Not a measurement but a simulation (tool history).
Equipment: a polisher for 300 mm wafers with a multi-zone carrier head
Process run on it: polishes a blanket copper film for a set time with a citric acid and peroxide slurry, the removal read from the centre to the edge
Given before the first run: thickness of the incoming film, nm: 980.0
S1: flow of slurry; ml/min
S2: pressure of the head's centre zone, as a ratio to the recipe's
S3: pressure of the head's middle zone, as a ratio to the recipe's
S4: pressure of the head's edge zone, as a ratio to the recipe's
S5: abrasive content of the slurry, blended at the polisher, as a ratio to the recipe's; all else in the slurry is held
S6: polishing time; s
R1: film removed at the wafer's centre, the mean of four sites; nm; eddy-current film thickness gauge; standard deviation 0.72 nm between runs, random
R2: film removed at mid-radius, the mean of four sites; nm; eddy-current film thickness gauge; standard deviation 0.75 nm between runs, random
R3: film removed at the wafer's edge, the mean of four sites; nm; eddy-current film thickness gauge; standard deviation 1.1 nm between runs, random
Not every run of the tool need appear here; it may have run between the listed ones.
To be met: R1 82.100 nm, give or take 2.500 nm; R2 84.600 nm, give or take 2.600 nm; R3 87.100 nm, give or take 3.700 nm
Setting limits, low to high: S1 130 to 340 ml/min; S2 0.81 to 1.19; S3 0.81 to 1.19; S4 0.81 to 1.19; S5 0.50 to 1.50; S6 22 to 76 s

run,day,S1,S2,S3,S4,S5,S6,R1,R2,R3
1,0.000,220,1.00,1.00,1.00,1.00,49,115.680,120.730,115.830
2,0.167,215,0.98,0.97,0.97,0.90,48,108.250,110.930,109.980
3,0.392,215,0.98,0.97,0.92,0.90,48,110.570,113.290,107.210
4,0.754,215,0.98,0.97,0.98,0.90,48,109.420,112.380,110.110
5,0.988,215,0.98,0.97,0.98,0.90,44,99.760,103.680,97.620
6,1.246,210,0.96,0.94,0.97,0.85,44,96.784,99.242,96.059
7,1.621,200,0.94,0.92,0.97,0.80,44,91.272,93.549,96.809
8,1.954,195,0.93,0.92,0.95,0.75,44,89.175,91.420,93.865
9,2.229,190,0.92,0.92,0.94,0.75,44,87.589,92.093,93.234
10,2.479,190,0.92,0.92,0.94,0.75,44,88.026,92.321,91.793
11,2.571,180,0.92,0.91,0.93,0.75,44,87.115,91.326,94.591
12,2.796,215,0.92,0.89,0.93,0.50,42,76.255,77.883,77.706
13,3.142,205,0.93,0.90,0.95,0.55,42,78.641,80.082,83.111
14,3.421,205,0.94,0.91,0.96,0.55,42,78.751,81.249,82.755
15,3.754,240,0.95,0.91,1.02,0.65,42,87.169,86.724,91.194
16,4.092,235,0.95,0.91,1.01,0.65,42,86.992,85.287,92.598
17,4.304,230,0.95,0.91,1.00,0.65,42,87.672,86.021,90.378
18,4.617,225,0.95,0.91,0.99,0.65,42,85.551,85.824,87.192
19,4.879,225,0.95,0.91,0.99,0.65,42,85.330,84.767,89.684
# day 5.142: worn pad replaced by a new one
20,5.142,220,0.95,0.91,0.99,0.65,42,90.490,91.371,95.976
21,5.292,225,0.94,0.92,1.00,0.65,42,90.955,92.662,94.840
22,5.329,210,0.95,0.92,0.99,0.65,42,92.175,93.088,96.732
23,5.367,220,0.94,0.92,0.99,0.65,42,90.904,94.316,95.476
24,5.692,210,0.94,0.92,0.98,0.60,42,87.982,88.801,92.701
25,6.038,220,0.93,0.92,0.98,0.60,42,87.580,92.018,93.123
26,6.333,215,0.93,0.92,0.97,0.60,42,87.284,91.822,91.396
27,6.433,205,0.93,0.92,0.97,0.60,42,87.172,90.669,90.899

Which one of the following 4 next-run settings gets every result inside its allowed miss? There is exactly one.
A,6.533,235,0.89,1.05,0.82,0.60,40,?,?,?
B,6.533,215,0.93,0.91,0.96,0.70,38,?,?,?
C,6.533,215,0.85,1.11,1.02,0.70,38,?,?,?
D,6.533,195,0.85,0.82,1.06,0.70,41,?,?,?

move,R1,R2,R3
A,81.464,99.386,83.147
B,82.709,86.330,87.152
C,76.706,102.140,89.154
D,81.191,84.203,97.066
A: its largest miss is bigger than the last run's
B: in spec on every target
C: its largest miss is bigger than the last run's
D: meets the target for the result that was furthest off, but another lies outside its allowed miss
Correct choice: B, which meets every target

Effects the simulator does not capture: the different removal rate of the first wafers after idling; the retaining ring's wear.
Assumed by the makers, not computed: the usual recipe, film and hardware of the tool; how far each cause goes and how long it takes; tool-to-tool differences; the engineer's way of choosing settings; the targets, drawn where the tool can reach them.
